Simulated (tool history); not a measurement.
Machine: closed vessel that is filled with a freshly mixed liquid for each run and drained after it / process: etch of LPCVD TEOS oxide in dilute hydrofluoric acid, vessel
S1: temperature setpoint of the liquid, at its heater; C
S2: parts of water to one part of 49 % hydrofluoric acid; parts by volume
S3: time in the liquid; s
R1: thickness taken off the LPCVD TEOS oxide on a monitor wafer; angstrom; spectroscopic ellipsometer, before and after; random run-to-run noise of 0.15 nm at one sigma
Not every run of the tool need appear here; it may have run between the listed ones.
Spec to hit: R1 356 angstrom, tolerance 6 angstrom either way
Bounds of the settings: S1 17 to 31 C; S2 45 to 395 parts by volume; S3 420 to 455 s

run,hour,S1,S2,S3,R1
1,0,23,220,420,300.7
2,4.7,23,270,420,233.02
3,13.3,21.5,270,420,221.74
4,15.4,20,270,420,209.27
5,21.2,20,210,420,284.36
6,30.2,20.5,210,420,291
7,31.6,21,210,420,296.83
8,40.8,21.5,210,420,300.49

Pick the move, out of 5, that brings all results within their allowed miss; only one does.
A,50,22,200,455,?
B,50,20,180,455,?
C,50,21,200,455,?
D,50,20.5,175,455,?
E,50,22,205,440,?

move,R1
A,353.5
B,371.18
C,340.32
D,391.28
E,331.8
A: all results land within tolerance of their targets
B: the result that was furthest off in the last run now lies on the other side of its target
C: better than the last run, though not everything is in spec
D: the result that was furthest off in the last run now lies on the other side of its target
E: better than the last run, though not everything is in spec
The move that meets every target is A.
